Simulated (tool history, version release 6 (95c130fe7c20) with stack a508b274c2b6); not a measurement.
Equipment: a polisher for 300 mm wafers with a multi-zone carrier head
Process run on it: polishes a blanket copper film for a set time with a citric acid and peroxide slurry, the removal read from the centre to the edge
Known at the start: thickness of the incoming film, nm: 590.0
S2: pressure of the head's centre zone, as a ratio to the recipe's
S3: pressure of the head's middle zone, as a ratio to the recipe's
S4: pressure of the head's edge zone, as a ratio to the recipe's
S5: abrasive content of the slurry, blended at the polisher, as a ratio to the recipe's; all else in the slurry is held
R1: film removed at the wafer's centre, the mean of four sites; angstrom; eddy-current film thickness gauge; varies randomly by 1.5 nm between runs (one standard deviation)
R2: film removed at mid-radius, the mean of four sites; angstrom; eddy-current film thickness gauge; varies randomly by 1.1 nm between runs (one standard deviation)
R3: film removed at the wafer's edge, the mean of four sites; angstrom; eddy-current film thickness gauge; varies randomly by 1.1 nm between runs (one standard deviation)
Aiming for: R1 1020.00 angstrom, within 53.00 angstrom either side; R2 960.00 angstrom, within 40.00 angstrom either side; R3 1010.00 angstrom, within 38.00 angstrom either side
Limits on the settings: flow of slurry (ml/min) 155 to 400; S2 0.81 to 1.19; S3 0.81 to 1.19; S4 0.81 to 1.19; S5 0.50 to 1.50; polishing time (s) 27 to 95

run 1 day=0.000 | flow_of_slurry_(ml/min)=255 S2=1.00 S3=1.00 S4=1.00 S5=1.00 polishing_time_(s)=61 | R1=1327.00 R2=1362.40 R3=1351.30
run 2 day=0.229 | flow_of_slurry_(ml/min)=255 S2=1.08 S3=1.00 S4=1.00 S5=1.00 polishing_time_(s)=61 | R1=1405.60 R2=1378.20 R3=1354.30
run 3 day=0.254 | flow_of_slurry_(ml/min)=255 S2=1.08 S3=0.93 S4=1.00 S5=1.00 polishing_time_(s)=61 | R1=1456.30 R2=1264.40 R3=1378.30
run 4 day=0.400 | flow_of_slurry_(ml/min)=255 S2=1.08 S3=0.86 S4=1.00 S5=1.00 polishing_time_(s)=61 | R1=1439.30 R2=1227.70 R3=1352.60
run 5 day=0.450 | flow_of_slurry_(ml/min)=290 S2=1.08 S3=0.86 S4=1.00 S5=1.00 polishing_time_(s)=61 | R1=1458.70 R2=1229.30 R3=1368.70
run 6 day=0.600 | flow_of_slurry_(ml/min)=290 S2=1.06 S3=0.86 S4=0.98 S5=0.90 polishing_time_(s)=59 | R1=1312.50 R2=1161.70 R3=1293.60
run 7 day=0.708 | flow_of_slurry_(ml/min)=290 S2=1.07 S3=0.87 S4=0.96 S5=0.85 polishing_time_(s)=58 | R1=1297.60 R2=1146.20 R3=1262.20
run 8 day=1.083 | flow_of_slurry_(ml/min)=280 S2=1.02 S3=0.89 S4=0.86 S5=0.60 polishing_time_(s)=48 | R1=982.16 R2=880.74 R3=910.51
run 9 day=1.188 | flow_of_slurry_(ml/min)=285 S2=1.02 S3=0.90 S4=0.88 S5=0.60 polishing_time_(s)=48 | R1=983.23 R2=912.67 R3=923.74
run 10 day=1.279 | flow_of_slurry_(ml/min)=290 S2=1.02 S3=0.90 S4=0.90 S5=0.60 polishing_time_(s)=48 | R1=975.55 R2=907.55 R3=930.68
run 11 day=1.629 | flow_of_slurry_(ml/min)=295 S2=1.02 S3=0.90 S4=0.91 S5=0.60 polishing_time_(s)=48 | R1=1001.50 R2=920.24 R3=938.35
run 12 day=1.796 | flow_of_slurry_(ml/min)=295 S2=1.02 S3=0.90 S4=0.92 S5=0.60 polishing_time_(s)=48 | R1=968.33 R2=901.00 R3=921.00
run 13 day=1.933 | flow_of_slurry_(ml/min)=295 S2=1.02 S3=0.90 S4=0.92 S5=0.65 polishing_time_(s)=48 | R1=982.67 R2=929.55 R3=969.79
run 14 day=2.029 | flow_of_slurry_(ml/min)=300 S2=1.02 S3=0.90 S4=0.92 S5=0.65 polishing_time_(s)=48 | R1=964.03 R2=933.72 R3=955.72
run 15 day=2.392 | flow_of_slurry_(ml/min)=300 S2=1.03 S3=0.90 S4=0.92 S5=0.65 polishing_time_(s)=48 | R1=994.20 R2=939.43 R3=961.16

Which one of the following 5 next-run settings gets every result inside its allowed miss? There is exactly one.
run A day=2.754 | flow_of_slurry_(ml/min)=280 S2=1.14 S3=0.91 S4=0.93 S5=0.65 polishing_time_(s)=45 | R1=? R2=? R3=?
run B day=2.754 | flow_of_slurry_(ml/min)=375 S2=1.05 S3=0.94 S4=1.03 S5=0.75 polishing_time_(s)=46 | R1=? R2=? R3=?
run C day=2.754 | flow_of_slurry_(ml/min)=340 S2=1.11 S3=1.00 S4=0.89 S5=0.55 polishing_time_(s)=47 | R1=? R2=? R3=?
run D day=2.754 | flow_of_slurry_(ml/min)=370 S2=0.89 S3=0.89 S4=0.99 S5=0.85 polishing_time_(s)=47 | R1=? R2=? R3=?
run E day=2.754 | flow_of_slurry_(ml/min)=300 S2=1.01 S3=0.85 S4=0.94 S5=0.55 polishing_time_(s)=50 | R1=? R2=? R3=?

move=A R1=1068.30 R2=858.87 R3=903.10
move=B R1=1064.90 R2=953.01 R3=1016.80
move=C R1=1078.00 R2=961.16 R3=909.67
move=D R1=941.81 R2=952.71 R3=1043.50
move=E R1=1027.80 R2=882.60 R3=985.17
A: lands further from the targets than the last run did
B: in spec on every target
C: lands further from the targets than the last run did
D: brings the result that was furthest off to its target, and leaves another outside
E: brings the result that was furthest off to its target, and leaves another outside
The right move is B.
